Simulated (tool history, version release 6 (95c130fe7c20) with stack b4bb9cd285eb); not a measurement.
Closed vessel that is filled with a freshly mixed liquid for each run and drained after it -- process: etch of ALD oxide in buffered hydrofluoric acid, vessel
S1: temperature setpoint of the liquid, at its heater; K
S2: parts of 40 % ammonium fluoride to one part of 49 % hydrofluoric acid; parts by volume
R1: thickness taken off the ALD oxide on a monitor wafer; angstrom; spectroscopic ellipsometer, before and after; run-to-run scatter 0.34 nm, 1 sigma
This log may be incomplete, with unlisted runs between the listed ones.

Run 1, day 0: S1 294.15 K, S2 19 parts by volume, time in the liquid (s) 85. Result: R1 753.05 angstrom.
Run 2, day 0.367: S1 294.15 K, S2 19 parts by volume, time in the liquid (s) 85. Result: R1 749.2 angstrom.
Run 3, day 0.425: S1 293.15 K, S2 19.5 parts by volume, time in the liquid (s) 85. Result: R1 686 angstrom.
Run 4, day 0.604: S1 292.15 K, S2 19.5 parts by volume, time in the liquid (s) 85. Result: R1 654.57 angstrom.
Run 5, day 0.942: S1 293.65 K, S2 19.5 parts by volume, time in the liquid (s) 85. Result: R1 703.26 angstrom.
Run 6, day 1.179: S1 292.15 K, S2 19.5 parts by volume, time in the liquid (s) 85. Result: R1 659.9 angstrom.
Run 7, day 1.546: S1 291.65 K, S2 20 parts by volume, time in the liquid (s) 85. Result: R1 615.77 angstrom.
Run 8, day 1.629: S1 291.15 K, S2 20 parts by volume, time in the liquid (s) 85. Result: R1 608.84 angstrom.

Expected results for the next run?
Run 9, day 1.983: S1 290.65 K, S2 20 parts by volume, time in the liquid (s) 85. Result: R1 ?.

R1: 587.43 angstrom
